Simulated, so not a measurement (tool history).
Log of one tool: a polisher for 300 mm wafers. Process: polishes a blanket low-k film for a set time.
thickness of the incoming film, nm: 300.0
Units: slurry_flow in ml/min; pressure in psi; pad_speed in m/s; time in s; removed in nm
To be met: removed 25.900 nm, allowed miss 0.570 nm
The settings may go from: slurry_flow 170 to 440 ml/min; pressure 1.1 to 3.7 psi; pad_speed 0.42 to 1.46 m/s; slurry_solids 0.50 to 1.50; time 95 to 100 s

run  hour  slurry_flow  pressure  pad_speed  slurry_solids  time  removed
  1   0.0          280       2.4       0.94           1.00    95   37.497
  2   2.2          325       2.4       0.94           1.00    95   37.854
  3   3.2          325       2.2       0.94           1.00    95   34.724
  4   6.6          325       2.2       1.06           1.00    95   37.910
  5  14.8          325       1.7       1.06           1.00    95   29.557
  6  19.9          325       1.7       1.22           1.00    95   32.423
  7  24.2          295       1.1       1.22           1.00    95   21.780
  8  31.9          320       1.1       1.22           1.00    95   21.621
  9  38.9          320       1.6       1.22           1.00    95   30.971
 10  39.7          295       1.6       1.22           1.00    95   30.650
 11  40.3          295       1.5       1.22           1.00    95   28.722
 12  44.1          295       1.4       1.22           1.00    95   27.216
 13  51.9          295       1.3       1.22           1.00    95   25.177

5 next moves are on the table. One of them brings every result within its allowed miss. Which?
  A  59.7          365       1.2       1.28           1.00    95        ?
  B  59.7          195       1.2       1.40           1.05    95        ?
  C  59.7          300       1.2       1.28           1.05    95        ?
  D  59.7          345       1.2       1.26           0.90   100        ?
  E  59.7          170       1.5       1.24           0.90    95        ?

move  removed
   A   24.408
   B   24.582
   C   24.386
   D   24.418
   E   25.656
A: further off than the last run
B: further off than the last run
C: further off than the last run
D: further off than the last run
E: meets every target
The right move is E.

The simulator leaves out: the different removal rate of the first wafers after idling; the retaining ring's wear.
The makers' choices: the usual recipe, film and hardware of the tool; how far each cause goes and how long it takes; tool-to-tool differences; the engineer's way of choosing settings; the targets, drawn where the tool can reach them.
